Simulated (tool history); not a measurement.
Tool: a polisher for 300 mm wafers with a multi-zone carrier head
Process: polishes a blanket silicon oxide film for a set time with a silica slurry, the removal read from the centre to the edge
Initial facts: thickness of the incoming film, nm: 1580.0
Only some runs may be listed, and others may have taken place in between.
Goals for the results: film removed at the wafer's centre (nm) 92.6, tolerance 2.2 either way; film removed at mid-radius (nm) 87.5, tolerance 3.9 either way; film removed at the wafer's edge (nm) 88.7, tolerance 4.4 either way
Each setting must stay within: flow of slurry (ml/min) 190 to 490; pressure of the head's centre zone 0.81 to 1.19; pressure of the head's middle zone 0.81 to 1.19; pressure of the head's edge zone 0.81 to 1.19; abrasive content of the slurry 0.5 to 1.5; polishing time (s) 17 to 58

run	hour	flow of slurry (ml/min)	pressure of the head's centre zone	pressure of the head's middle zone	pressure of the head's edge zone	abrasive content of the slurry	polishing time (s)	film removed at the wafer's centre (nm)	film removed at mid-radius (nm)	film removed at the wafer's edge (nm)
1	0	315	1	1	1	1	37	77.69	77.154	79.387
2	3.8	325	1.03	1.02	1.03	1.05	37	81.182	81.834	82.056
3	5.2	330	1.06	1.02	1.05	1.1	37	86.113	82.335	86.695
4	6.1	330	1.06	1.02	1.05	1.1	43	97.849	93.084	97.071
5	10	330	1.06	1.02	1.05	1.1	37	85.926	83.274	83.758
6	12.8	335	1.07	1.02	1.07	1.1	37	86.305	83.843	83.401
7	13.5	335	1.07	1.02	1.07	1.15	37	87.55	84.325	85.974
8	20.1	340	1.08	1.02	1.07	1.15	37	88.362	84.152	88.102

Which one of the following 5 next-run settings gets every result inside its allowed miss? There is exactly one.
A	26.7	325	1.07	1	1.01	1.5	36	?	?	?
B	26.7	390	1.07	0.87	1	1.4	37	?	?	?
C	26.7	365	1.01	0.99	1.1	1.2	37	?	?	?
D	26.7	370	1.04	1	1.05	1.15	37	?	?	?
E	26.7	330	1.08	0.95	1.09	1.35	35	?	?	?

move	film removed at the wafer's centre (nm)	film removed at mid-radius (nm)	film removed at the wafer's edge (nm)
A	92.428	86.144	87.37
B	94.464	78.335	88.662
C	84.426	82.631	87.967
D	85.858	82.264	84.813
E	87.876	77.716	85.502
A: meets every target
B: brings the last run's worst result on target, with another outside its allowed miss
C: further off than the last run
D: further off than the last run
E: further off than the last run
The move that meets every target is A.
